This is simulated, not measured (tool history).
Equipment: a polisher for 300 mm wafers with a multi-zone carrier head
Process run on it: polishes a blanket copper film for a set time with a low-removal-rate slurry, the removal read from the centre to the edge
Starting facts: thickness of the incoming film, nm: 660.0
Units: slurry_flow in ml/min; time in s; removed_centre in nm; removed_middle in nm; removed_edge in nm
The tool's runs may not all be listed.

run 1 hour=0 | slurry_flow=190 centre_zone=1 middle_zone=1 edge_zone=1 slurry_solids=1 time=31 | removed_centre=114.54 removed_middle=116.39 removed_edge=112.67
run 2 hour=3.6 | slurry_flow=190 centre_zone=1 middle_zone=0.92 edge_zone=1 slurry_solids=1 time=31 | removed_centre=114.26 removed_middle=110.1 removed_edge=113.27
run 3 hour=11.3 | slurry_flow=170 centre_zone=1 middle_zone=0.92 edge_zone=1 slurry_solids=1 time=31 | removed_centre=113.39 removed_middle=109.11 removed_edge=111.21
run 4 hour=15.6 | slurry_flow=165 centre_zone=0.98 middle_zone=0.94 edge_zone=0.98 slurry_solids=1 time=31 | removed_centre=112.05 removed_middle=110.53 removed_edge=110.87
run 5 hour=21.3 | slurry_flow=165 centre_zone=0.9 middle_zone=0.94 edge_zone=0.98 slurry_solids=1 time=31 | removed_centre=102.29 removed_middle=109.68 removed_edge=110.31
run 6 hour=30.2 | slurry_flow=165 centre_zone=0.9 middle_zone=0.96 edge_zone=0.96 slurry_solids=1 time=31 | removed_centre=102.82 removed_middle=110.6 removed_edge=108.79
run 7 hour=31.4 | slurry_flow=165 centre_zone=0.9 middle_zone=0.96 edge_zone=0.96 slurry_solids=1 time=31 | removed_centre=100.61 removed_middle=112.87 removed_edge=109.58
run 8 hour=36 | slurry_flow=165 centre_zone=0.9 middle_zone=0.97 edge_zone=0.94 slurry_solids=1 time=31 | removed_centre=102.31 removed_middle=112.08 removed_edge=108.89
run 9 hour=41.6 | slurry_flow=165 centre_zone=0.9 middle_zone=0.99 edge_zone=0.92 slurry_solids=1 time=31 | removed_centre=98.883 removed_middle=114.14 removed_edge=106.92
run 10 hour=48.2 | slurry_flow=165 centre_zone=0.91 middle_zone=1 edge_zone=0.91 slurry_solids=1 time=31 | removed_centre=106.79 removed_middle=114.45 removed_edge=106.58
run 11 hour=53.8 | slurry_flow=165 centre_zone=0.9 middle_zone=1.01 edge_zone=0.9 slurry_solids=1 time=31 | removed_centre=100.53 removed_middle=114.92 removed_edge=106.48

For run 12, what comes out?
run 12 hour=58.9 | slurry_flow=165 centre_zone=0.9 middle_zone=1.02 edge_zone=0.89 slurry_solids=1 time=31 | removed_centre=? removed_middle=? removed_edge=?

Run 12 produced removed_centre 103.03 nm, removed_middle 117.12 nm, removed_edge 104.73 nm.
